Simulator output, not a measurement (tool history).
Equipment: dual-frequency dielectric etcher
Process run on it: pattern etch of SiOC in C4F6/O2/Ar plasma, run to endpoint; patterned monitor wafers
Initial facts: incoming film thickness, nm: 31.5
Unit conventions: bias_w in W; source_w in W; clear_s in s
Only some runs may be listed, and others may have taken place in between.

run 1 hour=0 | bias_w=508 source_w=330 | clear_s=9.7866
run 2 hour=5.7 | bias_w=470 source_w=330 | clear_s=10.337
run 3 hour=12.8 | bias_w=517 source_w=330 | clear_s=9.7615
run 4 hour=16.5 | bias_w=529 source_w=330 | clear_s=9.5667
run 5 hour=24.8 | bias_w=529 source_w=280 | clear_s=10.346
run 6 hour=32.4 | bias_w=546 source_w=280 | clear_s=10.135

Run 7 has not been measured yet. What should we expect?
run 7 hour=33.8 | bias_w=561 source_w=280 | clear_s=?

{"run 7": {"clear_s": 10.016}}
